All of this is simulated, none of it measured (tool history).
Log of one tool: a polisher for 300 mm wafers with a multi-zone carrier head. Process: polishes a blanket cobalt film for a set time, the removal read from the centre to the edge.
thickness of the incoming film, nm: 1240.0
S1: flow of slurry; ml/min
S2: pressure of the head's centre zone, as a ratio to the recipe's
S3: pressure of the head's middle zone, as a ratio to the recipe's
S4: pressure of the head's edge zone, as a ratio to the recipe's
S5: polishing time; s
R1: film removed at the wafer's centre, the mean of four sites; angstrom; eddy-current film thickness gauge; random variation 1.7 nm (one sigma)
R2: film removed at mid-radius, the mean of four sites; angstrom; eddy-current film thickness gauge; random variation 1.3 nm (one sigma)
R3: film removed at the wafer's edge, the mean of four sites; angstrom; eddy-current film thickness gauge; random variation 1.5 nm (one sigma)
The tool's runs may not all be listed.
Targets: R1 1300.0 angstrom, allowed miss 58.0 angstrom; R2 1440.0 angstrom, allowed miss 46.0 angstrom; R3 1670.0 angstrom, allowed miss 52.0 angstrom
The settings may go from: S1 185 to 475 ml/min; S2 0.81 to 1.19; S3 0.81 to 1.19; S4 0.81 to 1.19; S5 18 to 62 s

run  hour   S1    S2    S3    S4  S5      R1      R2      R3
  1   0.0  305  1.00  1.00  1.00  40  1400.1  1409.5  1395.3
  2   5.3  305  0.98  0.99  1.02  40  1406.0  1428.9  1404.6
  3   9.2  305  0.92  0.99  1.02  40  1278.2  1417.1  1417.8
  4  15.2  305  0.92  0.99  1.02  50  1663.7  1780.2  1768.2
  5  23.4  300  0.91  0.97  1.03  49  1582.0  1742.0  1733.9
  6  28.9  300  0.91  0.97  1.03  53  1697.0  1841.9  1870.9
  7  30.6  295  0.90  0.95  1.03  52  1672.3  1785.9  1828.1
  8  35.3  290  0.89  0.94  1.04  51  1595.2  1712.3  1820.5

Which of these 4 next moves meets every target?
  A  40.0  220  0.91  0.93  0.89  48   ?   ?   ?
  B  40.0  250  0.85  0.91  1.19  45   ?   ?   ?
  C  40.0  210  0.93  0.81  1.04  48   ?   ?   ?
  D  40.0  235  0.81  0.95  1.09  47   ?   ?   ?

move      R1      R2      R3
   A  1459.2  1547.2  1552.2
   B  1303.3  1450.8  1680.0
   C  1478.0  1369.9  1653.2
   D  1284.7  1557.8  1672.0
A: nearer than the last run, and not there yet
B: meets every target
C: takes the result that was furthest off past its target
D: nearer than the last run, and not there yet
Answer: B
